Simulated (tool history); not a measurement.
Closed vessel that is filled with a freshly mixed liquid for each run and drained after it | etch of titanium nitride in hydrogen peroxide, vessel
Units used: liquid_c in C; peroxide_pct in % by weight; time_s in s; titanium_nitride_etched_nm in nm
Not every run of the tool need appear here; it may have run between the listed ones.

run 1 day=0 | liquid_c=49 peroxide_pct=16 time_s=415 | titanium_nitride_etched_nm=34.181
run 2 day=0.325 | liquid_c=49 peroxide_pct=19 time_s=415 | titanium_nitride_etched_nm=35.241
run 3 day=0.5 | liquid_c=52 peroxide_pct=19 time_s=415 | titanium_nitride_etched_nm=43.802
run 4 day=0.638 | liquid_c=49.5 peroxide_pct=19 time_s=415 | titanium_nitride_etched_nm=36.404
run 5 day=0.812 | liquid_c=48 peroxide_pct=19 time_s=415 | titanium_nitride_etched_nm=32.491
run 6 day=0.908 | liquid_c=53.5 peroxide_pct=19 time_s=415 | titanium_nitride_etched_nm=48.755
run 7 day=1.233 | liquid_c=50.5 peroxide_pct=19 time_s=415 | titanium_nitride_etched_nm=39.525
run 8 day=1.292 | liquid_c=48.5 peroxide_pct=19 time_s=415 | titanium_nitride_etched_nm=34.05

Run 9 has not been measured yet. What should we expect?
run 9 day=1.617 | liquid_c=47 peroxide_pct=19 time_s=415 | titanium_nitride_etched_nm=?

titanium_nitride_etched_nm: 30.794 nm

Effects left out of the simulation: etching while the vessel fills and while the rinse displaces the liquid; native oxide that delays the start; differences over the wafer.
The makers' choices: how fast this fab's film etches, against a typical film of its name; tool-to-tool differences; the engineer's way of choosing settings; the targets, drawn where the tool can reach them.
